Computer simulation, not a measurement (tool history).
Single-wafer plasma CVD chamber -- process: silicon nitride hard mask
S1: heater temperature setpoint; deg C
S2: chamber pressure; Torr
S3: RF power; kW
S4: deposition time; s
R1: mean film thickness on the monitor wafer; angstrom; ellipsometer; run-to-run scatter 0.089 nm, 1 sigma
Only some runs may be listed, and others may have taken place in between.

run  hour   S1    S2     S3    S4      R1
  1   0.0  420  1.08  0.255  34.6  300.69
  2   8.7  410  1.08  0.255  34.6  301.23
  3  13.9  410  1.08  0.255  34.6  302.58
  4  19.1  410  1.17  0.260  34.6  317.69
  5  19.7  410  1.25  0.260  34.6  327.80
  6  23.2  410  1.25  0.260  34.6  326.28
  7  25.6  410  1.31  0.260  34.6  334.87
  8  33.5  410  1.35  0.260  34.6  339.36
  9  39.1  410  1.39  0.260  34.6  342.20
 10  40.1  410  1.42  0.260  34.6  343.24
 11  41.9  410  1.44  0.265  34.6  351.95

Forecast run 12:
 12  50.2  410  1.46  0.265  34.6   ?

{"run 12": {"R1": 351.08}}

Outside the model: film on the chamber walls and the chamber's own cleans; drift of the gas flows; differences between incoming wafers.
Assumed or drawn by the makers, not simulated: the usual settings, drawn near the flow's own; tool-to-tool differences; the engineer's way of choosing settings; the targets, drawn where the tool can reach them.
